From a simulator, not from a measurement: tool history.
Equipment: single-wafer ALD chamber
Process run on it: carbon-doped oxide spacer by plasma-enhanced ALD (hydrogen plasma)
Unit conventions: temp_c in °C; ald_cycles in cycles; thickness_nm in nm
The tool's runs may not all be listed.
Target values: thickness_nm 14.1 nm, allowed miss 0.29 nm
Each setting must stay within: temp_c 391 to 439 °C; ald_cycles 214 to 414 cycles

run 1 hour=0 | temp_c=415 ald_cycles=314 | thickness_nm=15.671
run 2 hour=0.7 | temp_c=417 ald_cycles=310 | thickness_nm=15.421
run 3 hour=5.8 | temp_c=425 ald_cycles=310 | thickness_nm=15.255
run 4 hour=7.3 | temp_c=425 ald_cycles=327 | thickness_nm=15.995
run 5 hour=12.9 | temp_c=419 ald_cycles=327 | thickness_nm=16.208
run 6 hour=21.6 | temp_c=419 ald_cycles=367 | thickness_nm=18.006
run 7 hour=27.5 | temp_c=420 ald_cycles=351 | thickness_nm=17.416
run 8 hour=33.6 | temp_c=421 ald_cycles=338 | thickness_nm=16.8
run 9 hour=36.5 | temp_c=421 ald_cycles=327 | thickness_nm=16.052

4 next moves are on the table. One of them brings every result within its allowed miss. Which?
run A hour=39.4 | temp_c=419 ald_cycles=336 | thickness_nm=?
run B hour=39.4 | temp_c=407 ald_cycles=276 | thickness_nm=?
run C hour=39.4 | temp_c=421 ald_cycles=299 | thickness_nm=?
run D hour=39.4 | temp_c=424 ald_cycles=376 | thickness_nm=?

move=A thickness_nm=16.769
move=B thickness_nm=14.236
move=C thickness_nm=14.839
move=D thickness_nm=18.503
A: its largest miss is bigger than the last run's
B: in spec on every target
C: an improvement on the last run, though not all results are within tolerance
D: its largest miss is bigger than the last run's
The right move is B.
